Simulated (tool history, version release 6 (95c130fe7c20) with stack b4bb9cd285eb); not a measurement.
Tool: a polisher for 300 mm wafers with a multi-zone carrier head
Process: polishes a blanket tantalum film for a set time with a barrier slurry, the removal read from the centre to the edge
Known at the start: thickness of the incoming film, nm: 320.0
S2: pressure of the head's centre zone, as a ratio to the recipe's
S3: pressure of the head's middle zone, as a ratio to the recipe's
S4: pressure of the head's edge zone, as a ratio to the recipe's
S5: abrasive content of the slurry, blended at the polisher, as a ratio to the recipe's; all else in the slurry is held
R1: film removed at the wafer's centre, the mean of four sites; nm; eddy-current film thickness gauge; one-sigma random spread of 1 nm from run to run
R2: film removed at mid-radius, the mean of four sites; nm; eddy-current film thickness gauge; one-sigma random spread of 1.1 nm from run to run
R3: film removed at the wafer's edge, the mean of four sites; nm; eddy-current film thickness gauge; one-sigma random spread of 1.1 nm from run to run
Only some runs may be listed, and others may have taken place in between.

run 1 hour=0 | flow_of_slurry_(ml/min)=125 S2=1 S3=1 S4=1 S5=1 polishing_time_(s)=71 | R1=77.712 R2=80.186 R3=78.721
run 2 hour=5.9 | flow_of_slurry_(ml/min)=130 S2=0.95 S3=1 S4=1.05 S5=1.15 polishing_time_(s)=75 | R1=83.166 R2=90.126 R3=89.526
run 3 hour=11.6 | flow_of_slurry_(ml/min)=130 S2=0.91 S3=0.99 S4=1.09 S5=1.25 polishing_time_(s)=78 | R1=86.275 R2=95.149 R3=99.224
run 4 hour=12.8 | flow_of_slurry_(ml/min)=130 S2=0.91 S3=1.07 S4=1.09 S5=1.25 polishing_time_(s)=78 | R1=85.025 R2=100.79 R3=99.457
run 5 hour=17.7 | flow_of_slurry_(ml/min)=130 S2=0.91 S3=1.07 S4=1.06 S5=1.25 polishing_time_(s)=78 | R1=87.596 R2=100.79 R3=98.527
run 6 hour=21.5 | flow_of_slurry_(ml/min)=130 S2=0.91 S3=1.07 S4=1.06 S5=1.25 polishing_time_(s)=68 | R1=75.41 R2=90.121 R3=84.849

Predict the results of run 7:
run 7 hour=27.2 | flow_of_slurry_(ml/min)=135 S2=0.89 S3=1.06 S4=1.1 S5=1.3 polishing_time_(s)=73 | R1=? R2=? R3=?

{"run 7": {"R1": 80.774, "R2": 97.949, "R3": 96.043}}
